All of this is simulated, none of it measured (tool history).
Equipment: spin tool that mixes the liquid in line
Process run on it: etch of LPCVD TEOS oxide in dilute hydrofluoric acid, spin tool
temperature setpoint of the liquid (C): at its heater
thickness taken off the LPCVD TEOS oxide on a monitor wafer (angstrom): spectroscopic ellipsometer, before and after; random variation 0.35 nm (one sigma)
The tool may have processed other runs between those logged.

run    day  temperature setpoint of the liquid (C)  parts of water to one part of 49 % hydrofluoric acid (parts by volume)  time under the liquid (s)  thickness taken off the LPCVD TEOS oxide on a monitor wafer (angstrom)
  1  0.000                                    21.0                                                                     165                        270                                                                  570.23
  2  0.279                                    21.0                                                                     165                        270                                                                  577.69
  3  0.650                                    18.0                                                                     165                        270                                                                  500.13
  4  0.829                                    21.0                                                                     165                        270                                                                  580.97
  5  0.921                                    21.0                                                                     165                        290                                                                  606.90
  6  1.100                                    21.0                                                                     195                        290                                                                  500.38

Run 7, settings as shown, results not yet in. Your forecast:
  7  1.292                                    20.5                                                                     195                        290                                                                       ?

Logged for run 7: thickness taken off the LPCVD TEOS oxide on a monitor wafer (angstrom) 490.26.
